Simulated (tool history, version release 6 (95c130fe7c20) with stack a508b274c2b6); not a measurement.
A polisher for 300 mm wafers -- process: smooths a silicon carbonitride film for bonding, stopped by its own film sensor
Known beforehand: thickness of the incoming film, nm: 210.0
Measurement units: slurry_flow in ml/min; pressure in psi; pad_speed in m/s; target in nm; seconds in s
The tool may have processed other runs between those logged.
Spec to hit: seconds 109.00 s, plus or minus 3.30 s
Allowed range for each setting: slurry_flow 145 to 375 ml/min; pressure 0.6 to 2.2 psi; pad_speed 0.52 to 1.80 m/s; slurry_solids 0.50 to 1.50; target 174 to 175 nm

run	hour	slurry_flow	pressure	pad_speed	slurry_solids	target	seconds
1	0.0	240	1.4	1.16	1.00	175	153.32
2	5.6	240	1.5	1.16	1.00	175	147.03
3	10.1	210	1.5	1.16	1.00	175	150.08
4	13.4	230	1.6	1.16	1.00	175	139.52
5	19.4	240	1.7	1.16	1.00	175	132.00
6	27.0	245	1.8	1.16	1.00	175	126.72
7	33.2	245	1.9	1.16	1.00	175	118.54
8	37.7	250	2.0	1.16	1.00	175	115.91

Which single option among these 5 for the next run brings every result within its allowed miss of target? Just one does.
A	42.2	315	1.9	1.12	0.90	174	?
B	42.2	235	1.9	1.18	0.85	174	?
C	42.2	270	1.7	1.22	1.05	174	?
D	42.2	270	2.0	1.24	0.95	175	?
E	42.2	290	2.2	1.08	0.80	174	?

move	seconds
A	127.81
B	129.65
C	127.28
D	110.13
E	121.28
A: misses by more than the last run did
B: misses by more than the last run did
C: misses by more than the last run did
D: hits every target within its allowed miss
E: misses by more than the last run did
D meets every target.
